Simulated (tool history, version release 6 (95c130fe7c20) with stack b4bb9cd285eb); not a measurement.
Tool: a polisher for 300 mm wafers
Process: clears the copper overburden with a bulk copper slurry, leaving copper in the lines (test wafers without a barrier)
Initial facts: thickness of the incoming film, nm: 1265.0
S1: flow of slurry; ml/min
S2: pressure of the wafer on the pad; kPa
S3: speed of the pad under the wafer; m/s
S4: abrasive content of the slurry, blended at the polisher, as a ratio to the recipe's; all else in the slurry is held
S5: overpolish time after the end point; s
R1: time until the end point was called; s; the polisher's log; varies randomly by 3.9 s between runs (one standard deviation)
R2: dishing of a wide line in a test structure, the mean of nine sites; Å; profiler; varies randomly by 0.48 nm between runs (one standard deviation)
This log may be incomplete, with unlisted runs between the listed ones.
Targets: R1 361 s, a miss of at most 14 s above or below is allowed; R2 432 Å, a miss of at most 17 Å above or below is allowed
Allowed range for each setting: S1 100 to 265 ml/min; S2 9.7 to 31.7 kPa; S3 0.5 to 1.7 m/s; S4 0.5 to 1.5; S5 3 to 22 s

run  hour   S1    S2    S3  S4  S5      R1      R2
  1     0  170  20.7   1.1   1  11  136.71  602.17
  2   7.7  170  20.7   1.1   1  13  140.81  670.94
  3  11.4  165  17.2  0.98   1  14  189.49  567.33
  4  14.3  165    20  0.98   1  14  163.03  631.77
  5  15.9  165    20  0.98   1  19  161.15  755.27
  6  24.3  160  16.5   0.9   1  19  215.28  635.74
  7  25.8  155  14.5  0.86   1  19  249.52  569.58
  8  33.2  150  13.1  0.84   1  19  280.43  502.56
  9  42.1  140  11.7  0.84   1  20  323.41  482.93
 10  50.2  130  11.7  0.84   1  20  329.96  475.53
 11  55.5  125  11.7  0.84   1  20  329.78  475.54

Exercise: of the 4 proposed moves below, exactly one satisfies all targets within the stated allowed misses. Which move is it?
  A  60.8  115  11.7  0.98  0.95  18   ?   ?
  B  60.8  145  11.7  0.76   0.9  21   ?   ?
  C  60.8  120  10.3   0.9  0.95  19   ?   ?
  D  60.8  125  14.5  0.78   0.7  17   ?   ?

move      R1      R2
   A  291.12  490.31
   B  363.07  467.61
   C  353.02  438.88
   D  320.15  446.68
A: the biggest miss grows against the last run
B: nearer the targets than the last run, but a result is still out of spec
C: each result inside its tolerance
D: brings the result that was furthest off to its target, and leaves another outside
C is the move that brings every result within its allowed miss.

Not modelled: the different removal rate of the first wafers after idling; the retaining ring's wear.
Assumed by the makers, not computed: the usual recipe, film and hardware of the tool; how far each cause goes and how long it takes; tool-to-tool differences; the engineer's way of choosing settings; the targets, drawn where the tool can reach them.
